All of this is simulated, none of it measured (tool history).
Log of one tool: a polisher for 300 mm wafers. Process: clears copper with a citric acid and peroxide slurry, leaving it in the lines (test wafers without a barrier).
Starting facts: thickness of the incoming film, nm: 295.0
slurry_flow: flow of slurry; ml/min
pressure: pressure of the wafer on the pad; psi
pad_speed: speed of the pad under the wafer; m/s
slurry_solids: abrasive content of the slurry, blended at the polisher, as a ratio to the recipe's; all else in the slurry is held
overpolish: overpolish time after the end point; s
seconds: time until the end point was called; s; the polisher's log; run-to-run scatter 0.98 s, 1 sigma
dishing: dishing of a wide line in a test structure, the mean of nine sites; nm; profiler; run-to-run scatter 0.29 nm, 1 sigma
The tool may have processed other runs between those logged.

| run | hour | slurry_flow | pressure | pad_speed | slurry_solids | overpolish | seconds | dishing |
|---|---|---|---|---|---|---|---|---|
| 1 | 0.0 | 235 | 2.7 | 1.02 | 1.0 | 16 | 134.35 | 20.539 |
| 2 | 2.1 | 240 | 2.9 | 1.02 | 1.0 | 16 | 128.48 | 21.860 |
| 3 | 8.8 | 240 | 2.5 | 1.02 | 1.0 | 16 | 144.68 | 19.566 |
| 4 | 17.7 | 240 | 2.8 | 1.02 | 1.0 | 16 | 130.87 | 21.081 |
|  | 25.2 | worn pad replaced by a new one |
| 5 | 25.2 | 240 | 2.8 | 1.02 | 1.0 | 10 | 119.22 | 15.339 |
| 6 | 28.4 | 215 | 2.8 | 1.02 | 1.0 | 10 | 121.73 | 15.210 |
| 7 | 30.9 | 215 | 3.0 | 1.02 | 1.0 | 12 | 114.65 | 18.630 |

Run 8 has not been measured yet. What should we expect?
| 8 | 36.6 | 215 | 3.1 | 1.02 | 1.0 | 13 | ? | ? |

seconds: 113.20 s
dishing: 21.191 nm
